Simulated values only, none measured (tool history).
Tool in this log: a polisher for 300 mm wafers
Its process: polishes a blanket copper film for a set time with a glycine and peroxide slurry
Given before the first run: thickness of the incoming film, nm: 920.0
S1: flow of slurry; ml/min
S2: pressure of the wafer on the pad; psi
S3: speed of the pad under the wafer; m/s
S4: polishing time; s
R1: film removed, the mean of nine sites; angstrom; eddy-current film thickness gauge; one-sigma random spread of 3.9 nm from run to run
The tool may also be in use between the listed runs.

{"run": 1, "hour": 0.0, "S1": 240, "S2": 2.4, "S3": 1.28, "S4": 79, "R1": 5518.1}
{"run": 2, "hour": 1.8, "S1": 240, "S2": 2.4, "S3": 1.16, "S4": 79, "R1": 5127.1}
{"run": 3, "hour": 4.3, "S1": 240, "S2": 2.1, "S3": 1.14, "S4": 79, "R1": 4529.4}
{"run": 4, "hour": 11.0, "S1": 240, "S2": 2.1, "S3": 1.14, "S4": 83, "R1": 4758.8}
{"run": 5, "hour": 13.4, "S1": 240, "S2": 1.9, "S3": 1.14, "S4": 83, "R1": 4422.5}
{"run": 6, "hour": 17.7, "S1": 240, "S2": 1.7, "S3": 1.14, "S4": 83, "R1": 4002.0}
{"run": 7, "hour": 25.7, "S1": 240, "S2": 1.6, "S3": 1.14, "S4": 83, "R1": 3873.5}
{"run": 8, "hour": 29.1, "S1": 240, "S2": 1.5, "S3": 1.14, "S4": 83, "R1": 3717.2}

Expected results for the next run?
{"run": 9, "hour": 34.2, "S1": 240, "S2": 1.4, "S3": 1.14, "S4": 83, "R1": "?"}

{"run 9": {"R1": 3473.1}}

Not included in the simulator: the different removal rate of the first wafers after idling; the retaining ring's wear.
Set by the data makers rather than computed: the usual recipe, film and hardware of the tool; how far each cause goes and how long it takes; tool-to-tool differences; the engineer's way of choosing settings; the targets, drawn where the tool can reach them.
